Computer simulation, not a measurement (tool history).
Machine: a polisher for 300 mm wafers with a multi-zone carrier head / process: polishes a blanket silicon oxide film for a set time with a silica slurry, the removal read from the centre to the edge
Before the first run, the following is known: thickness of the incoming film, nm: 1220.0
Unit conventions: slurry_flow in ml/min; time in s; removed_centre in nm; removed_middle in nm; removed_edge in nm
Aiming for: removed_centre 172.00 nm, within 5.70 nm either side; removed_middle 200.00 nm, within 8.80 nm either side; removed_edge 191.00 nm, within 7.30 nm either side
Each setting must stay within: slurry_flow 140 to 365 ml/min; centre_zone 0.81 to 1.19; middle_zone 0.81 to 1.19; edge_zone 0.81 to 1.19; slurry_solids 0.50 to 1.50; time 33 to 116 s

| run | day | slurry_flow | centre_zone | middle_zone | edge_zone | slurry_solids | time | removed_centre | removed_middle | removed_edge |
|---|---|---|---|---|---|---|---|---|---|---|
| 1 | 0.000 | 235 | 1.00 | 1.00 | 1.00 | 1.00 | 74 | 330.87 | 332.49 | 328.14 |
| 2 | 0.300 | 285 | 1.00 | 1.00 | 1.00 | 1.00 | 74 | 343.44 | 338.53 | 334.58 |
| 3 | 0.362 | 285 | 1.00 | 1.00 | 1.00 | 1.10 | 74 | 351.71 | 359.94 | 346.92 |
| 4 | 0.508 | 275 | 0.95 | 1.02 | 0.97 | 0.95 | 68 | 296.06 | 304.71 | 295.97 |
| 5 | 0.617 | 260 | 0.91 | 1.05 | 0.97 | 0.85 | 64 | 255.55 | 280.03 | 264.45 |
| 6 | 0.692 | 260 | 0.91 | 1.05 | 0.97 | 0.85 | 54 | 210.15 | 235.61 | 219.73 |
| 7 | 0.804 | 250 | 0.89 | 1.05 | 0.96 | 0.80 | 54 | 204.17 | 227.93 | 213.64 |
| 8 | 0.971 | 235 | 0.87 | 1.05 | 0.96 | 0.75 | 54 | 189.08 | 219.94 | 208.74 |
| 9 | 1.208 | 220 | 0.87 | 1.04 | 0.94 | 0.75 | 54 | 187.97 | 219.04 | 203.11 |
| 10 | 1.496 | 210 | 0.86 | 1.02 | 0.93 | 0.75 | 54 | 185.83 | 210.80 | 196.91 |
| 11 | 1.579 | 175 | 0.81 | 1.00 | 0.95 | 0.75 | 54 | 175.69 | 207.01 | 200.93 |
| 12 | 1.742 | 175 | 0.81 | 1.00 | 0.95 | 0.75 | 54 | 173.01 | 206.87 | 199.56 |

Consider the 5 candidate settings below. Which is the only one whose results all fall within their allowed miss of target?
| A | 1.904 | 155 | 0.81 | 0.96 | 0.84 | 0.55 | 64 | ? | ? | ? |
| B | 1.904 | 150 | 0.81 | 1.07 | 0.93 | 0.75 | 55 | ? | ? | ? |
| C | 1.904 | 180 | 0.81 | 1.05 | 1.03 | 0.80 | 52 | ? | ? | ? |
| D | 1.904 | 185 | 0.81 | 0.90 | 1.05 | 0.75 | 54 | ? | ? | ? |
| E | 1.904 | 180 | 0.82 | 1.12 | 0.86 | 0.70 | 55 | ? | ? | ? |

| move | removed_centre | removed_middle | removed_edge |
|---|---|---|---|
| A | 172.16 | 204.35 | 188.42 |
| B | 172.74 | 220.58 | 197.93 |
| C | 172.00 | 216.32 | 205.53 |
| D | 173.58 | 197.07 | 209.68 |
| E | 172.25 | 224.31 | 187.11 |
A: meets every target
B: the worst result of the last run now meets its target, but another is out of spec
C: further off than the last run
D: further off than the last run
E: the worst result of the last run now meets its target, but another is out of spec
Correct choice: A, which meets every target
